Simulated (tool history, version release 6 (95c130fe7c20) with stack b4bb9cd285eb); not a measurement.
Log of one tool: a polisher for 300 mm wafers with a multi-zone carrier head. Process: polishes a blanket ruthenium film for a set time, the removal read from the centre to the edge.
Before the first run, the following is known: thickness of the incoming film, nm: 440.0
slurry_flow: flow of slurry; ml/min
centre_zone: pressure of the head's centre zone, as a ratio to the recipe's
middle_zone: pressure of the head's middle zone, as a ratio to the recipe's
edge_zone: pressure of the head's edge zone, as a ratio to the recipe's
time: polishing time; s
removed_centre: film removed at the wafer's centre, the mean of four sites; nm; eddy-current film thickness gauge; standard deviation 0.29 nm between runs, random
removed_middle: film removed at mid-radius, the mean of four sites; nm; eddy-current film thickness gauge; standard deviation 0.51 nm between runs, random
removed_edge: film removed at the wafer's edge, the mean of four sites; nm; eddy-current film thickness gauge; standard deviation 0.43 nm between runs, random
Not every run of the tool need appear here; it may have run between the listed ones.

run	day	slurry_flow	centre_zone	middle_zone	edge_zone	time	removed_centre	removed_middle	removed_edge
1	0.000	175	1.00	1.00	1.00	46	56.459	58.217	57.830
2	0.354	175	1.00	0.94	1.00	46	57.683	54.083	58.134
3	0.554	175	0.92	0.94	1.00	46	53.252	55.419	57.952
4	0.838	210	0.92	0.94	1.00	46	54.469	56.159	59.747
5	1.050	210	0.92	0.94	1.06	46	53.937	55.820	59.800
6	1.333	210	0.92	0.94	1.06	40	48.328	48.745	53.155
7	1.642	195	0.89	0.99	1.03	34	38.665	42.266	43.548
8	2.004	185	0.87	1.02	1.00	32	35.237	40.231	40.105
9	2.296	175	0.85	1.05	0.97	31	33.479	40.418	38.410
10	2.500	170	0.84	1.06	0.95	30	31.388	39.824	36.411
11	2.646	165	0.84	1.06	0.93	30	32.053	39.114	36.075
12	2.742	160	0.83	1.07	0.92	29	29.717	37.828	34.732

Run 13 is up next; what results do you expect?
13	3.079	155	0.83	1.08	0.91	29	?	?	?

For run 13 the tool returned removed_centre 30.227 nm, removed_middle 38.085 nm, removed_edge 34.244 nm.
